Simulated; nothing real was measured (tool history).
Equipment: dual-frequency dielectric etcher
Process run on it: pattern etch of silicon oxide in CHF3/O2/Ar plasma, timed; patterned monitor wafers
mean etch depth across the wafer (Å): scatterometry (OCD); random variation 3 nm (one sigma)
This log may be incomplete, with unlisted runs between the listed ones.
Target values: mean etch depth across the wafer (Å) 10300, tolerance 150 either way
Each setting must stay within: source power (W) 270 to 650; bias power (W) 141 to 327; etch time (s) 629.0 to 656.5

run	hour	source power (W)	bias power (W)	etch time (s)	mean etch depth across the wafer (Å)
1	0.0	460	234	629.0	11967
2	8.7	460	248	629.0	12179
3	13.2	460	248	629.0	12261
4	16.4	420	243	629.0	11742
5	22.4	420	206	629.0	11085
6	23.3	400	205	629.0	10901
7	30.5	380	204	629.0	10609
8	38.9	370	204	629.0	10567

Consider the 5 candidate settings below. Which is the only one whose results all fall within their allowed miss of target?
A	47.3	340	189	638.5	?
B	47.3	360	211	635.5	?
C	47.3	310	222	638.0	?
D	47.3	330	181	651.0	?
E	47.3	290	221	635.5	?

move	mean etch depth across the wafer (Å)
A	10085
B	10672
C	10344
D	10011
E	10042
A: moves the result that the last run missed by most past its target, out the other side
B: moves away from the targets compared with the last run
C: meets every target
D: moves the result that the last run missed by most past its target, out the other side
E: moves the result that the last run missed by most past its target, out the other side
So the answer is move C, the one that meets all the targets.

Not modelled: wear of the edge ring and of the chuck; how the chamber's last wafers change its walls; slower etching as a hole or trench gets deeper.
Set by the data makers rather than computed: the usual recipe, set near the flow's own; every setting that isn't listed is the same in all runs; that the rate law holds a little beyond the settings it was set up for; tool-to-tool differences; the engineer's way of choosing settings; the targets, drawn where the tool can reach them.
